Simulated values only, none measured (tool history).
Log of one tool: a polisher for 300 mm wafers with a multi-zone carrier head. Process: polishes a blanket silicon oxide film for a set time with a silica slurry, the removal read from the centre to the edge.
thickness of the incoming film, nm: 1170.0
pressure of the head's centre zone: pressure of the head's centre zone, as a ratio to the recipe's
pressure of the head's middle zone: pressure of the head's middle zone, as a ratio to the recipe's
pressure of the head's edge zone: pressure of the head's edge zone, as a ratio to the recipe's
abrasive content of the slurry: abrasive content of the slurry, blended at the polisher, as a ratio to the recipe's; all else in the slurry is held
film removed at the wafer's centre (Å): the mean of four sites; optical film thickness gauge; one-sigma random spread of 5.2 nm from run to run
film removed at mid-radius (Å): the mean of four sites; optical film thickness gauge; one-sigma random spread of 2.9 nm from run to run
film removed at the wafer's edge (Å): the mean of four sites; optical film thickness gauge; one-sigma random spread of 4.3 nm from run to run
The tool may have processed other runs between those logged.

run    day  flow of slurry (ml/min)  pressure of the head's centre zone  pressure of the head's middle zone  pressure of the head's edge zone  abrasive content of the slurry  polishing time (s)  film removed at the wafer's centre (Å)  film removed at mid-radius (Å)  film removed at the wafer's edge (Å)
  1  0.000                      285                                1.00                                1.00                              1.00                            1.00                  65                                  3634.2                          3593.3                                3591.6
  2  0.142                      285                                1.00                                1.00                              1.00                            1.00                  56                                  3215.6                          3122.0                                3159.6
  3  0.467                      285                                1.00                                1.00                              1.03                            1.00                  56                                  3119.2                          3121.6                                3193.3
  4  0.667                      285                                1.00                                1.00                              1.11                            1.00                  56                                  3260.8                          3106.5                                3281.1
  5  1.004                      285                                1.00                                1.00                              1.16                            1.00                  56                                  3068.4                          3093.9                                3386.8
  6  1.367                      250                                1.00                                1.00                              1.16                            1.00                  56                                  3102.2                          3059.4                                3344.6
  7  1.662                      250                                1.03                                1.00                              1.14                            1.00                  56                                  3213.0                          3077.0                                3441.4
  8  1.971                      330                                1.13                                1.04                              1.04                            0.75                  55                                  3137.0                          2812.2                                2813.1
  9  2.054                      330                                1.14                                1.03                              1.05                            0.80                  55                                  3293.2                          2888.3                                2899.6
 10  2.108                      330                                1.15                                1.02                              1.06                            0.80                  55                                  3282.3                          2924.4                                2973.8

The next listed run, before its measurement:
 11  2.142                      330                                1.16                                0.99                              1.04                            0.80                  55                                       ?                               ?                                     ?

Logged for run 11: film removed at the wafer's centre (Å) 3354.8, film removed at mid-radius (Å) 2833.9, film removed at the wafer's edge (Å) 2890.5.
